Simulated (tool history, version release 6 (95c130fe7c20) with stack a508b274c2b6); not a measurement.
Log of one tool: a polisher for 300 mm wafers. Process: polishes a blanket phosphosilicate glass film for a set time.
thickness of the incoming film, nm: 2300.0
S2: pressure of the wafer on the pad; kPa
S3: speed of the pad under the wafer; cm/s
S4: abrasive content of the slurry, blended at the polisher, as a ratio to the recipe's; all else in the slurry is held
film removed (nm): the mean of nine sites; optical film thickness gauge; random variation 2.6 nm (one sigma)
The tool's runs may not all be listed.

Run 1, hour 0.0: flow of slurry (ml/min) 240, S2 26.9 kPa, S3 78 cm/s, S4 1.00, polishing time (s) 28. Result: film removed (nm) 284.72.
Run 2, hour 8.5: flow of slurry (ml/min) 240, S2 26.9 kPa, S3 78 cm/s, S4 1.00, polishing time (s) 25. Result: film removed (nm) 252.19.
Run 3, hour 15.3: flow of slurry (ml/min) 245, S2 29.6 kPa, S3 78 cm/s, S4 1.00, polishing time (s) 25. Result: film removed (nm) 275.77.
Run 4, hour 18.8: flow of slurry (ml/min) 245, S2 32.4 kPa, S3 78 cm/s, S4 1.00, polishing time (s) 25. Result: film removed (nm) 302.04.
Run 5, hour 22.0: flow of slurry (ml/min) 245, S2 32.4 kPa, S3 78 cm/s, S4 1.15, polishing time (s) 25. Result: film removed (nm) 319.50.
Run 6, hour 26.4: flow of slurry (ml/min) 245, S2 28.3 kPa, S3 78 cm/s, S4 1.15, polishing time (s) 25. Result: film removed (nm) 283.64.
Run 7, hour 34.2: flow of slurry (ml/min) 245, S2 30.3 kPa, S3 78 cm/s, S4 1.15, polishing time (s) 25. Result: film removed (nm) 301.98.
Run 8, hour 36.1: flow of slurry (ml/min) 245, S2 31.7 kPa, S3 78 cm/s, S4 1.15, polishing time (s) 25. Result: film removed (nm) 319.08.

Forecast run 9:
Run 9, hour 43.6: flow of slurry (ml/min) 245, S2 32.4 kPa, S3 78 cm/s, S4 1.15, polishing time (s) 25. Result: film removed (nm) ?.

{"run 9": {"film removed (nm)": 321.45}}

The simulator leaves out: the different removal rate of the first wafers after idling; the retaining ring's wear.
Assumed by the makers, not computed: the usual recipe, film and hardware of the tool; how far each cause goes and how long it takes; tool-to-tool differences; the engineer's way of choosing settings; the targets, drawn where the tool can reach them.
